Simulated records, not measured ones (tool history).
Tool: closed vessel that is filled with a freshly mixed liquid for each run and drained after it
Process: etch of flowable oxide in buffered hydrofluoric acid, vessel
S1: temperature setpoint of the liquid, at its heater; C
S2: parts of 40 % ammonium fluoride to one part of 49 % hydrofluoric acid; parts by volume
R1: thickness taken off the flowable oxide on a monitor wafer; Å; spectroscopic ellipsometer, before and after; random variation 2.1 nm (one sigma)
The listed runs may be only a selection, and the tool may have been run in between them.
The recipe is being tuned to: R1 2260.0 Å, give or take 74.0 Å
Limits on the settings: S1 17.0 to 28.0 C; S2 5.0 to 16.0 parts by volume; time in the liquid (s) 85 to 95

run 1 hour=0.0 | S1=20.0 S2=9.5 time_in_the_liquid_(s)=85 | R1=1809.5
run 2 hour=2.2 | S1=17.0 S2=9.5 time_in_the_liquid_(s)=85 | R1=1527.0
run 3 hour=4.3 | S1=17.0 S2=9.5 time_in_the_liquid_(s)=85 | R1=1521.1
run 4 hour=7.4 | S1=19.0 S2=9.5 time_in_the_liquid_(s)=85 | R1=1705.1
run 5 hour=13.4 | S1=20.5 S2=9.5 time_in_the_liquid_(s)=85 | R1=1854.8
run 6 hour=19.6 | S1=21.5 S2=9.5 time_in_the_liquid_(s)=85 | R1=1953.3
run 7 hour=21.0 | S1=22.0 S2=9.5 time_in_the_liquid_(s)=85 | R1=1987.8
-- hour=27.4 hydrofluoric acid flow meter replaced
run 8 hour=27.4 | S1=22.5 S2=9.5 time_in_the_liquid_(s)=85 | R1=2005.3
run 9 hour=36.6 | S1=23.0 S2=9.5 time_in_the_liquid_(s)=85 | R1=2028.5
run 10 hour=41.2 | S1=23.5 S2=9.5 time_in_the_liquid_(s)=85 | R1=2098.8
run 11 hour=47.6 | S1=23.5 S2=9.5 time_in_the_liquid_(s)=85 | R1=2121.2
run 12 hour=50.9 | S1=23.5 S2=9.5 time_in_the_liquid_(s)=85 | R1=2124.0
run 13 hour=58.5 | S1=24.0 S2=9.5 time_in_the_liquid_(s)=85 | R1=2150.3

Next run, 4 choices. One meets every target within its allowed miss, the rest don't. Which?
run A hour=66.1 | S1=23.0 S2=9.0 time_in_the_liquid_(s)=90 | R1=?
run B hour=66.1 | S1=26.5 S2=10.5 time_in_the_liquid_(s)=90 | R1=?
run C hour=66.1 | S1=21.5 S2=9.0 time_in_the_liquid_(s)=85 | R1=?
run D hour=66.1 | S1=23.0 S2=10.5 time_in_the_liquid_(s)=95 | R1=?

move=A R1=2246.1
move=B R1=2423.9
move=C R1=1953.0
move=D R1=2116.0
A: each result inside its tolerance
B: carries the result that was furthest off beyond its target, to the other side
C: misses by more than the last run did
D: misses by more than the last run did
The move that meets every target is A.
